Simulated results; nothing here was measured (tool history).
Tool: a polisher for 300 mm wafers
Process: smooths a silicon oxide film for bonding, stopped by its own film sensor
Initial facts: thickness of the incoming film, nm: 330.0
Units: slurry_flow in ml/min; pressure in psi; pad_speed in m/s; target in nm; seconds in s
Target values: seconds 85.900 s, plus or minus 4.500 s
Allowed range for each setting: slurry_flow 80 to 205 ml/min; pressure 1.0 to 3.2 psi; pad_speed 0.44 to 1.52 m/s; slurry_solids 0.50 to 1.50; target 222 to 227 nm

run	hour	slurry_flow	pressure	pad_speed	slurry_solids	target	seconds
1	0.0	135	2.1	0.98	1.00	227	127.320
2	2.3	135	2.1	0.98	1.00	227	126.580
3	7.8	135	2.1	0.98	1.00	227	127.260
4	12.7	135	2.1	0.86	1.00	227	138.780
5	17.8	135	2.1	0.86	1.15	227	136.850
6	25.9	135	2.1	0.74	1.15	227	149.520
7	28.2	135	2.3	0.76	1.15	227	139.210
8	29.2	135	2.5	0.80	1.15	227	125.060
9	35.5	135	2.7	0.84	1.15	227	116.940
10	41.0	135	2.8	0.88	1.15	227	108.440
11	42.3	135	2.9	0.90	1.15	227	103.820
12	46.2	135	3.0	0.92	1.15	227	101.980
13	54.5	135	3.0	0.96	1.15	227	94.672
14	61.4	135	3.1	0.98	1.15	227	92.696
15	63.1	135	3.1	1.00	1.15	227	88.747

4 next moves are on the table. One of them brings every result within its allowed miss. Which?
A	64.8	115	3.1	0.92	1.25	222	?
B	64.8	150	3.0	0.92	1.20	227	?
C	64.8	145	3.0	1.06	1.25	225	?
D	64.8	125	3.2	0.98	1.10	225	?

move	seconds
A	99.263
B	94.090
C	84.483
D	94.024
A: misses by more than the last run did
B: misses by more than the last run did
C: all results in spec
D: misses by more than the last run did
So the answer is move C, the one that meets all the targets.
